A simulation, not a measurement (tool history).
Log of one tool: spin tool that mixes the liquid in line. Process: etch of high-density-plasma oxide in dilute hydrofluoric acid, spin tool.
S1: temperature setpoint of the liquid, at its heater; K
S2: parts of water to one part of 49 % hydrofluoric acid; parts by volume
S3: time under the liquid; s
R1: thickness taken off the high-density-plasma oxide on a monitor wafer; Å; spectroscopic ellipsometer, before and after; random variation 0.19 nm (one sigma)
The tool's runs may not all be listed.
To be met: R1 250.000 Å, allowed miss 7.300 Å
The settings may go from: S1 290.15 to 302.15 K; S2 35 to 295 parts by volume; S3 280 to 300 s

run,day,S1,S2,S3,R1
1,0.000,294.15,165,280,104.190
2,0.312,294.15,200,280,83.421
3,0.629,294.15,255,280,62.389
4,0.738,291.65,255,280,56.213
5,0.879,294.15,255,280,62.794
6,1.058,294.15,290,280,53.260
7,1.196,294.15,290,280,52.377
8,1.429,296.15,235,280,73.943
9,1.712,297.15,190,280,98.609
10,1.867,298.15,155,280,130.130
11,2.162,299.15,135,280,161.430
12,2.354,299.65,125,280,179.140
13,2.396,300.15,115,280,199.620
14,2.421,300.65,110,280,217.630
15,2.462,300.65,110,280,214.410
16,2.596,301.15,105,280,231.370
17,2.621,301.65,105,280,233.720

5 next moves are on the table. One of them brings every result within its allowed miss. Which?
A,2.646,301.65,110,280,?
B,2.646,301.65,120,300,?
C,2.646,302.15,105,295,?
D,2.646,302.15,110,280,?
E,2.646,295.15,100,290,?

move,R1
A,224.150
B,217.230
C,253.820
D,228.400
E,200.660
A: further off than the last run
B: further off than the last run
C: meets every target
D: further off than the last run
E: further off than the last run
Move C is the one to make.

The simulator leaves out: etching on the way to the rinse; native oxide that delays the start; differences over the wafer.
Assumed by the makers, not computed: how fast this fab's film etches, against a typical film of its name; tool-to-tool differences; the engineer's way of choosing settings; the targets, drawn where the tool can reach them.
